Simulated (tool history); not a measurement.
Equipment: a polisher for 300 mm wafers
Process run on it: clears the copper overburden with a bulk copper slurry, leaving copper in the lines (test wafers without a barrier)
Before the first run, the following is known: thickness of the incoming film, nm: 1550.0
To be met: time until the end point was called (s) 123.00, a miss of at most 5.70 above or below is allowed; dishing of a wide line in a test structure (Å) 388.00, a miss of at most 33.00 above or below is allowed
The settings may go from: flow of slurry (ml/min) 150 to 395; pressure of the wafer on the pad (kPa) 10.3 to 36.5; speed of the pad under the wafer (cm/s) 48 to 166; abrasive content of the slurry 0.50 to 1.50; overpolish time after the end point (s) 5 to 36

run	day	flow of slurry (ml/min)	pressure of the wafer on the pad (kPa)	speed of the pad under the wafer (cm/s)	abrasive content of the slurry	overpolish time after the end point (s)	time until the end point was called (s)	dishing of a wide line in a test structure (Å)
1	0.000	250	23.4	106	1.00	18	132.93	987.94
2	0.208	250	23.4	106	1.10	18	127.91	959.13
3	0.362	250	20.7	116	1.20	15	124.18	880.25
4	0.621	250	24.1	116	1.20	15	112.69	933.26
5	0.742	250	24.1	116	1.40	15	108.70	978.87
6	1.012	250	24.1	116	1.30	15	109.33	990.10
7	1.375	255	20.7	128	1.10	12	119.01	805.71
8	1.517	270	17.9	138	1.05	10	124.31	705.27
9	1.712	300	15.9	146	1.05	9	127.84	604.46
10	2.092	325	14.5	152	1.15	8	128.56	550.71
11	2.371	345	13.8	156	1.25	7	128.48	520.25
12	2.708	360	13.1	158	1.30	6	127.54	432.93

Pick the move, out of 4, that brings all results within their allowed miss; only one does.
A	3.046	395	12.4	162	1.45	5	?	?
B	3.046	395	11.7	158	1.45	5	?	?
C	3.046	370	14.5	140	1.25	7	?	?
D	3.046	360	15.2	146	1.35	6	?	?

move	time until the end point was called (s)	dishing of a wide line in a test structure (Å)
A	122.30	357.64
B	130.49	337.74
C	131.82	446.97
D	119.93	426.90
A: all results in spec
B: moves the result that the last run missed by most past its target, out the other side
C: lands further from the targets than the last run did
D: closer than the last run, but not yet in spec
Move A is the one to make.

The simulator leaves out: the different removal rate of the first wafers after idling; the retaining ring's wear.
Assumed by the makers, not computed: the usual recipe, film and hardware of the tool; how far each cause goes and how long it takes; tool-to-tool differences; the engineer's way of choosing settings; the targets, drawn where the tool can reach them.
